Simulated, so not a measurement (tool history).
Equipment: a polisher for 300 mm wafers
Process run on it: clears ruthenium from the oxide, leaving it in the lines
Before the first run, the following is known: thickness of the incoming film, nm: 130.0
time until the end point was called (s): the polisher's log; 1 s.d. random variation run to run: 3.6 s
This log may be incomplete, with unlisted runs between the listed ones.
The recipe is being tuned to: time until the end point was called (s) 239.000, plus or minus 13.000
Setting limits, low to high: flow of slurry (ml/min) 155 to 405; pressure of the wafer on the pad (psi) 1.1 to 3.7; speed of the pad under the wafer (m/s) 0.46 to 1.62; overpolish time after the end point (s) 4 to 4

run,day,flow of slurry (ml/min),pressure of the wafer on the pad (psi),speed of the pad under the wafer (m/s),overpolish time after the end point (s),time until the end point was called (s)
1,0.000,260,2.4,1.04,4,111.730
2,0.033,260,2.4,1.04,4,112.140
3,0.200,260,2.4,0.92,4,123.580
4,0.446,260,2.4,1.06,4,109.690
5,0.538,260,2.4,1.06,4,106.540
# day 0.725: worn pad replaced by a new one
6,0.725,260,2.4,1.06,4,100.420
7,0.846,260,2.1,1.00,4,115.590
8,0.958,235,1.9,0.86,4,151.220

Consider the 5 candidate settings below. Which is the only one whose results all fall within their allowed miss of target?
A,1.071,155,1.3,0.50,4,?
B,1.071,200,1.9,0.62,4,?
C,1.071,165,1.4,0.88,4,?
D,1.071,255,2.3,1.32,4,?
E,1.071,200,1.7,0.52,4,?

move,time until the end point was called (s)
A,328.140
B,193.420
C,200.280
D,86.617
E,243.010
A: moves the result that the last run missed by most past its target, out the other side
B: gains on the last run, yet a result remains outside its allowed miss
C: gains on the last run, yet a result remains outside its allowed miss
D: moves away from the targets compared with the last run
E: all results in spec
E is the move that brings every result within its allowed miss.
